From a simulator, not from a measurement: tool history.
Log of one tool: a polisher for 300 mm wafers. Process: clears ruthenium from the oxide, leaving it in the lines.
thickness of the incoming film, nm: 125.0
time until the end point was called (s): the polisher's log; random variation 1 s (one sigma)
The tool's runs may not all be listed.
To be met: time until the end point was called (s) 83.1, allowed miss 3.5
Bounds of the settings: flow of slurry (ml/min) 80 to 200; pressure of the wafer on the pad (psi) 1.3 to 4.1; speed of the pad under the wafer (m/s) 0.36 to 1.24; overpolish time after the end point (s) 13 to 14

run	hour	flow of slurry (ml/min)	pressure of the wafer on the pad (psi)	speed of the pad under the wafer (m/s)	overpolish time after the end point (s)	time until the end point was called (s)
1	0	130	2.7	0.8	13	107.29
2	1.6	130	2.7	0.8	14	109.51
3	4.1	135	2.9	0.8	14	101.93
4	11.5	165	2.9	0.8	14	98.502
5	12.1	150	2.9	0.8	14	100.74
6	16.4	150	2.9	0.8	13	98.726
7	25.3	150	3	0.8	13	97.828
8	33.8	150	3.2	0.8	13	93.974
9	34.9	150	3.3	0.8	13	89.346
10	39.6	150	3.4	0.8	13	88.636

5 next moves are on the table. One of them brings every result within its allowed miss. Which?
A	44.3	145	3	0.82	13	?
B	44.3	160	3.3	0.78	14	?
C	44.3	145	3.3	0.88	13	?
D	44.3	150	3.5	0.72	13	?
E	44.3	155	3.4	0.72	14	?

move	time until the end point was called (s)
A	96.121
B	92.224
C	83.338
D	96.103
E	97.821
A: further off than the last run
B: further off than the last run
C: meets every target
D: further off than the last run
E: further off than the last run
The right move is C.
